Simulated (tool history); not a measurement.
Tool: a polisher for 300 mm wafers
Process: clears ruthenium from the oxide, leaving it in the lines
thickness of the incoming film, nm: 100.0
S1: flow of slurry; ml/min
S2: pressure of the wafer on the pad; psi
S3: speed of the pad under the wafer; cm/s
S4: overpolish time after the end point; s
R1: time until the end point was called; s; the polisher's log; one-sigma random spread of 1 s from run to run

Run 1, hour 0.0: S1 250 ml/min, S2 1.8 psi, S3 112 cm/s, S4 32 s. Result: R1 92.753 s.
Run 2, hour 7.4: S1 290 ml/min, S2 1.8 psi, S3 112 cm/s, S4 32 s. Result: R1 89.702 s.
Run 3, hour 13.5: S1 290 ml/min, S2 1.8 psi, S3 112 cm/s, S4 32 s. Result: R1 89.029 s.
Run 4, hour 17.0: S1 240 ml/min, S2 1.8 psi, S3 112 cm/s, S4 32 s. Result: R1 90.214 s.
Run 5, hour 17.9: S1 240 ml/min, S2 1.9 psi, S3 112 cm/s, S4 32 s. Result: R1 85.540 s.
Run 6, hour 24.3: S1 240 ml/min, S2 1.9 psi, S3 90 cm/s, S4 32 s. Result: R1 103.690 s.

What will run 7 give?
Run 7, hour 30.8: S1 240 ml/min, S2 2.1 psi, S3 92 cm/s, S4 32 s. Result: R1 ?.

Run 7 yielded R1 90.604 s.
